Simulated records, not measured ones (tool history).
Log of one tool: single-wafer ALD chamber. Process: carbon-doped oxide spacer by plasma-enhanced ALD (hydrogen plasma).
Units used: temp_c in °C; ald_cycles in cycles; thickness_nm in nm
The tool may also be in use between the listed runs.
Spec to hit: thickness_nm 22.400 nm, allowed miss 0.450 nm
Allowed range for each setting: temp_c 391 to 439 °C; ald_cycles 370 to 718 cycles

run  hour  temp_c  ald_cycles  thickness_nm
  1   0.0     415         544        26.710
  2   0.9     408         544        27.118
  3   2.7     411         516        25.509
  4   9.7     411         553        27.640
  5  13.7     414         527        25.952
  6  20.0     405         527        26.502
  7  26.3     408         505        25.265
  8  33.3     420         451        21.656

Exercise: of the 4 proposed moves below, exactly one satisfies all targets within the stated allowed misses. Which move is it?
  A  40.3     416         437             ?
  B  40.3     408         446             ?
  C  40.3     422         443             ?
  D  40.3     430         457             ?

move  thickness_nm
   A        21.108
   B        22.069
   C        21.005
   D        21.130
A: further off than the last run
B: in spec on every target
C: further off than the last run
D: further off than the last run
Correct choice: B, which meets every target
